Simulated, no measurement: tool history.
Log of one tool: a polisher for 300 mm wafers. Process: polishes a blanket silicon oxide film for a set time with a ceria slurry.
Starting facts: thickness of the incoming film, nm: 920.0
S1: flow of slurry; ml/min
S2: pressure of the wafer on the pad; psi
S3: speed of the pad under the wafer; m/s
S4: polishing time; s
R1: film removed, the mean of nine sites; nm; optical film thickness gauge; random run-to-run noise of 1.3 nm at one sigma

run    day   S1   S2    S3  S4      R1
  1  0.000  290  3.1  1.12  34  162.91
  2  0.367  290  3.1  1.12  31  145.23
  3  0.517  290  3.0  1.12  31  143.25
  4  0.683  335  3.0  1.12  31  144.99
  5  0.921  335  3.6  1.12  31  170.74
  6  1.175  335  3.6  1.12  31  168.31
  7  1.254  335  3.3  1.12  31  158.45
  8  1.433  335  3.1  1.12  31  148.03
  9  1.592  335  3.0  1.12  31  146.89

Expected results for the next run?
 10  1.958  335  2.5  1.12  31   ?

{"run 10": {"R1": 124.35}}

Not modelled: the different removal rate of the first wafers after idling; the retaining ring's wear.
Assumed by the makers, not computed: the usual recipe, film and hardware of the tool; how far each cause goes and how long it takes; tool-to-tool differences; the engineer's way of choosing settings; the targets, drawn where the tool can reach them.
